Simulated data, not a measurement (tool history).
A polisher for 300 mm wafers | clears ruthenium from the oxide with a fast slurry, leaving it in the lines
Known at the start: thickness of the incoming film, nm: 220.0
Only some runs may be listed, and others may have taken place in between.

run  hour  flow of slurry (ml/min)  pressure of the wafer on the pad (psi)  speed of the pad under the wafer (cm/s)  abrasive content of the slurry  overpolish time after the end point (s)  time until the end point was called (s)  dishing of a wide line in a test structure (angstrom)
  1   0.0                      195                                     3.4                                       80                            1.00                                       16                                   59.840                                                 278.82
  2   4.1                      195                                     3.4                                       68                            1.00                                       16                                   66.000                                                 269.28
  3   5.2                      195                                     3.3                                       68                            1.00                                       13                                   66.230                                                 238.82
  4   7.2                      210                                     3.3                                       68                            1.00                                       13                                   67.702                                                 250.95
  5  15.9                      210                                     3.3                                       68                            1.20                                       13                                   61.301                                                 243.56
  6  20.1                      210                                     3.3                                       84                            1.20                                       13                                   53.414                                                 267.27
  7  25.9                      185                                     3.2                                       76                            1.25                                       11                                   57.458                                                 236.73
  8  31.7                      170                                     3.1                                       72                            1.30                                       10                                   62.812                                                 213.92
  9  35.8                      115                                     2.8                                       68                            1.50                                        5                                   73.463                                                 119.02
 10  39.7                      115                                     2.8                                       68                            1.50                                        5                                   71.858                                                 124.04

For run 11, what comes out?
 11  48.1                      130                                     2.8                                       68                            1.50                                        5                                        ?                                                      ?

time until the end point was called (s): 71.383
dishing of a wide line in a test structure (angstrom): 124.74

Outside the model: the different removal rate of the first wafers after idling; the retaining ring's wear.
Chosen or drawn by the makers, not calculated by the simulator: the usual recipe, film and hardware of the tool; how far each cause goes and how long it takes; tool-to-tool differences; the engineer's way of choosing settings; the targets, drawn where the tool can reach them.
